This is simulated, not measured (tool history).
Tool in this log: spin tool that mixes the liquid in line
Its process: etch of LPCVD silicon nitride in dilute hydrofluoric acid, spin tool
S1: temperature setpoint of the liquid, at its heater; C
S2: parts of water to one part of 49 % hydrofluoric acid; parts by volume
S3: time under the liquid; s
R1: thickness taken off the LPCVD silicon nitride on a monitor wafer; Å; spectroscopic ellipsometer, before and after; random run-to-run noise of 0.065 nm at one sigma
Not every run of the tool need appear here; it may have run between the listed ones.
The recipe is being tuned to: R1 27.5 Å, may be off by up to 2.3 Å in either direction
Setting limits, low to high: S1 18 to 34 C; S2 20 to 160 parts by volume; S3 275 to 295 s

{"run": 1, "hour": 0.0, "S1": 26, "S2": 90, "S3": 275, "R1": 16.511}
{"run": 2, "hour": 5.4, "S1": 26, "S2": 90, "S3": 295, "R1": 17.006}
{"run": 3, "hour": 6.7, "S1": 26, "S2": 90, "S3": 275, "R1": 16.714}
{"run": 4, "hour": 10.2, "S1": 29.5, "S2": 90, "S3": 275, "R1": 21.116}
{"run": 5, "hour": 12.1, "S1": 29.5, "S2": 90, "S3": 295, "R1": 22.409}
{"run": 6, "hour": 14.9, "S1": 29.5, "S2": 90, "S3": 275, "R1": 20.433}
{"hour": 19.4, "done": "thermometer replaced"}
{"run": 7, "hour": 19.4, "S1": 30.5, "S2": 90, "S3": 275, "R1": 21.364}
{"run": 8, "hour": 28.2, "S1": 31, "S2": 90, "S3": 275, "R1": 22.661}
{"run": 9, "hour": 29.6, "S1": 31.5, "S2": 90, "S3": 275, "R1": 22.348}

Exactly one of the 4 candidate moves below puts every result within its allowed miss. Which one?
{"run": "A", "hour": 31.0, "S1": 34, "S2": 135, "S3": 285, "R1": "?"}
{"run": "B", "hour": 31.0, "S1": 30.5, "S2": 110, "S3": 275, "R1": "?"}
{"run": "C", "hour": 31.0, "S1": 31.5, "S2": 75, "S3": 285, "R1": "?"}
{"run": "D", "hour": 31.0, "S1": 31, "S2": 95, "S3": 275, "R1": "?"}

move=A R1=17.501
move=B R1=16.814
move=C R1=27.274
move=D R1=20.11
A: further off than the last run
B: further off than the last run
C: in spec on every target
D: further off than the last run
Correct choice: C, which meets every target

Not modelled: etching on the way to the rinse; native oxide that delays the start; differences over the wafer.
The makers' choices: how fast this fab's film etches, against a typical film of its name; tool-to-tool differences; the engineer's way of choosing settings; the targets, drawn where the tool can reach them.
